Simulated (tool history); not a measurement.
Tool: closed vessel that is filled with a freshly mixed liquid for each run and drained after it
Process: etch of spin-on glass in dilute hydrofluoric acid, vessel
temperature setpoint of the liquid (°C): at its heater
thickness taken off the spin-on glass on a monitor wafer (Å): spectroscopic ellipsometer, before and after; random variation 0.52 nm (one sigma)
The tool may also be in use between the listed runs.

run	hour	temperature setpoint of the liquid (°C)	parts of water to one part of 49 % hydrofluoric acid (parts by volume)	time in the liquid (s)	thickness taken off the spin-on glass on a monitor wafer (Å)
1	0.0	20.0	95	95	426.12
2	7.0	20.5	95	95	428.82
3	13.2	21.0	95	95	442.32
4	20.4	19.5	95	95	417.56
5	22.0	20.5	95	95	432.89
6	25.1	20.5	95	100	455.53
7	31.2	21.0	95	100	461.06
8	36.0	21.5	95	100	477.71
9	39.7	22.0	95	100	487.48
10	46.6	22.5	95	100	502.10
11	51.6	23.0	95	100	504.61
# hour 53.0: hydrofluoric acid flow meter replaced
12	53.0	26.5	95	100	650.27
13	56.9	25.5	95	100	632.11

Forecast run 14:
14	60.9	24.5	95	100	?

Run 14 gave thickness taken off the spin-on glass on a monitor wafer (Å) 604.31.
